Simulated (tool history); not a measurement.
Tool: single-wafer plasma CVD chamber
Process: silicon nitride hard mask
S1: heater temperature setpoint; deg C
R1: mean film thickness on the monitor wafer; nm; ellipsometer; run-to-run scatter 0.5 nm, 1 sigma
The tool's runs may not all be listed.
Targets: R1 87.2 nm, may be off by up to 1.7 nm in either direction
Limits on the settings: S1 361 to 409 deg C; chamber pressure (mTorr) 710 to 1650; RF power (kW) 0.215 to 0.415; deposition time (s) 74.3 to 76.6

run 1 hour=0 | S1=385 chamber_pressure_(mTorr)=1180 RF_power_(kW)=0.315 deposition_time_(s)=74.3 | R1=74.698
run 2 hour=2.5 | S1=385 chamber_pressure_(mTorr)=1240 RF_power_(kW)=0.32 deposition_time_(s)=74.3 | R1=76.571
run 3 hour=8.4 | S1=385 chamber_pressure_(mTorr)=1240 RF_power_(kW)=0.32 deposition_time_(s)=74.3 | R1=77.022
run 4 hour=16.4 | S1=385 chamber_pressure_(mTorr)=1290 RF_power_(kW)=0.32 deposition_time_(s)=74.3 | R1=77.682
run 5 hour=21.7 | S1=385 chamber_pressure_(mTorr)=1290 RF_power_(kW)=0.29 deposition_time_(s)=74.3 | R1=71.911
run 6 hour=30.5 | S1=385 chamber_pressure_(mTorr)=1290 RF_power_(kW)=0.29 deposition_time_(s)=76.6 | R1=74.708
run 7 hour=35.2 | S1=385 chamber_pressure_(mTorr)=1340 RF_power_(kW)=0.295 deposition_time_(s)=76.6 | R1=76.365
run 8 hour=36.7 | S1=385 chamber_pressure_(mTorr)=1380 RF_power_(kW)=0.3 deposition_time_(s)=76.6 | R1=78.09
run 9 hour=41.9 | S1=385 chamber_pressure_(mTorr)=1410 RF_power_(kW)=0.305 deposition_time_(s)=76.6 | R1=79.22

4 candidate next runs follow, results not yet known. Just one meets every target within its allowed miss. Identify it.
run A hour=47.1 | S1=386 chamber_pressure_(mTorr)=1540 RF_power_(kW)=0.365 deposition_time_(s)=76.6 | R1=?
run B hour=47.1 | S1=395 chamber_pressure_(mTorr)=1620 RF_power_(kW)=0.335 deposition_time_(s)=74.3 | R1=?
run C hour=47.1 | S1=383 chamber_pressure_(mTorr)=1610 RF_power_(kW)=0.355 deposition_time_(s)=76.6 | R1=?
run D hour=47.1 | S1=386 chamber_pressure_(mTorr)=1440 RF_power_(kW)=0.345 deposition_time_(s)=76.6 | R1=?

move=A R1=91.366
move=B R1=84.714
move=C R1=90.895
move=D R1=86.585
A: pushes the last run's worst result past its target
B: an improvement on the last run, though not all results are within tolerance
C: pushes the last run's worst result past its target
D: every result lands within tolerance
Move D is the one to make.
